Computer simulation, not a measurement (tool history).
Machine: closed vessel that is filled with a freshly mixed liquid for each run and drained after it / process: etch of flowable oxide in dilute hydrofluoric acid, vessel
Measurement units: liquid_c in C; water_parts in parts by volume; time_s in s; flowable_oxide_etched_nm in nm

Run 1, day 0.000: liquid_c 23.0 C, water_parts 250 parts by volume, time_s 30 s. Result: flowable_oxide_etched_nm 3.9984 nm.
Run 2, day 0.188: liquid_c 24.0 C, water_parts 230 parts by volume, time_s 30 s. Result: flowable_oxide_etched_nm 4.5122 nm.
Run 3, day 0.329: liquid_c 24.0 C, water_parts 230 parts by volume, time_s 30 s. Result: flowable_oxide_etched_nm 4.5553 nm.
Run 4, day 0.525: liquid_c 24.0 C, water_parts 230 parts by volume, time_s 30 s. Result: flowable_oxide_etched_nm 4.5350 nm.
Run 5, day 0.829: liquid_c 25.0 C, water_parts 210 parts by volume, time_s 30 s. Result: flowable_oxide_etched_nm 5.2907 nm.
Run 6, day 0.954: liquid_c 22.5 C, water_parts 210 parts by volume, time_s 30 s. Result: flowable_oxide_etched_nm 4.8193 nm.
Run 7, day 1.246: liquid_c 23.5 C, water_parts 195 parts by volume, time_s 30 s. Result: flowable_oxide_etched_nm 5.4520 nm.
Run 8, day 1.438: liquid_c 24.5 C, water_parts 180 parts by volume, time_s 30 s. Result: flowable_oxide_etched_nm 6.3015 nm.
Run 9, day 1.654: liquid_c 25.0 C, water_parts 170 parts by volume, time_s 30 s. Result: flowable_oxide_etched_nm 6.8311 nm.

Expected results for the next run?
Run 10, day 2.008: liquid_c 25.5 C, water_parts 165 parts by volume, time_s 30 s. Result: flowable_oxide_etched_nm ?.

Run 10 yielded flowable_oxide_etched_nm 7.2955 nm.
